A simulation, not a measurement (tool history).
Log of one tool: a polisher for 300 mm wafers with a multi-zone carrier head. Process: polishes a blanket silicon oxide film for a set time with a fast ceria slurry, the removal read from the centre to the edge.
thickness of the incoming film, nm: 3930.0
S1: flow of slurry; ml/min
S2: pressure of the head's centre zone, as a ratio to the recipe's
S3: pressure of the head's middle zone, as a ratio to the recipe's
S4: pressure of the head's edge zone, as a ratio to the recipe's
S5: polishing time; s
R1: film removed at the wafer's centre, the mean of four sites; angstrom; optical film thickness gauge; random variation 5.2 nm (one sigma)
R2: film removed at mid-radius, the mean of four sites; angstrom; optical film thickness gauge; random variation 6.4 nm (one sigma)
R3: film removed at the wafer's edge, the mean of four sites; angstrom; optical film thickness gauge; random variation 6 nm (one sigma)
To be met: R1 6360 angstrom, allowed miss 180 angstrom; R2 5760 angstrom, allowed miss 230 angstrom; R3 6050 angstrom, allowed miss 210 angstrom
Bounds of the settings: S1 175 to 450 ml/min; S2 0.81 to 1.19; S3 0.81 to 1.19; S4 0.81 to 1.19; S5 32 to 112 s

| run | hour | S1 | S2 | S3 | S4 | S5 | R1 | R2 | R3 |
|---|---|---|---|---|---|---|---|---|---|
| 1 | 0 | 290 | 1 | 1 | 1 | 72 | 5256.5 | 5408 | 5622.2 |
| 2 | 1.3 | 295 | 1.02 | 1 | 1.01 | 72 | 5372.3 | 5337.8 | 5673.6 |
| 3 | 4.2 | 300 | 1.04 | 1.01 | 1.01 | 72 | 5496.4 | 5477.6 | 5760.2 |
| 4 | 6.5 | 310 | 1.06 | 1.01 | 1.01 | 72 | 5622.7 | 5584 | 5649.8 |
| 5 | 7.3 | 310 | 1.06 | 1.01 | 0.95 | 72 | 5646.8 | 5508.7 | 5478.1 |
| 6 | 13.7 | 315 | 1.07 | 1.01 | 0.97 | 72 | 5680.8 | 5584.1 | 5552.1 |
|  | 19.7 | edge zone pressure recalibrated |
| 7 | 19.7 | 320 | 1.08 | 1.01 | 0.99 | 72 | 5771.5 | 5524.3 | 5474 |
| 8 | 26.9 | 315 | 1.09 | 1.01 | 1 | 73 | 5859.5 | 5615.5 | 5536 |
| 9 | 33 | 315 | 1.09 | 1 | 1.01 | 74 | 5915.5 | 5606.6 | 5712.5 |
| 10 | 33.7 | 315 | 1.1 | 1 | 1.02 | 74 | 5959.2 | 5664.6 | 5748 |
| 11 | 35.3 | 315 | 1.11 | 1 | 1.03 | 74 | 6114.6 | 5652.7 | 5788.7 |
| 12 | 41.4 | 315 | 1.11 | 1 | 1.04 | 74 | 6105.1 | 5465 | 5633.9 |
| 13 | 47 | 315 | 1.11 | 1 | 1.05 | 75 | 6111.7 | 5679.1 | 5991.1 |

5 next moves are on the table. One of them brings every result within its allowed miss. Which?
| A | 52.6 | 335 | 1.15 | 1.02 | 1.02 | 74 | ? | ? | ? |
| B | 52.6 | 190 | 1.14 | 1 | 1.05 | 80 | ? | ? | ? |
| C | 52.6 | 375 | 1.08 | 1.15 | 1.05 | 72 | ? | ? | ? |
| D | 52.6 | 280 | 1.06 | 1.06 | 1.1 | 78 | ? | ? | ? |
| E | 52.6 | 380 | 1.12 | 0.98 | 0.97 | 75 | ? | ? | ? |

| move | R1 | R2 | R3 |
|---|---|---|---|
| A | 6254.4 | 5712.8 | 5745.9 |
| B | 6236.5 | 5694.2 | 6003.8 |
| C | 5776.1 | 6216.6 | 5701.1 |
| D | 5962.6 | 6119.8 | 6204.4 |
| E | 6240.7 | 5656.6 | 5732.1 |
A: brings the result that was furthest off to its target, and leaves another outside
B: meets every target
C: further off than the last run
D: further off than the last run
E: brings the result that was furthest off to its target, and leaves another outside
The right move is B.
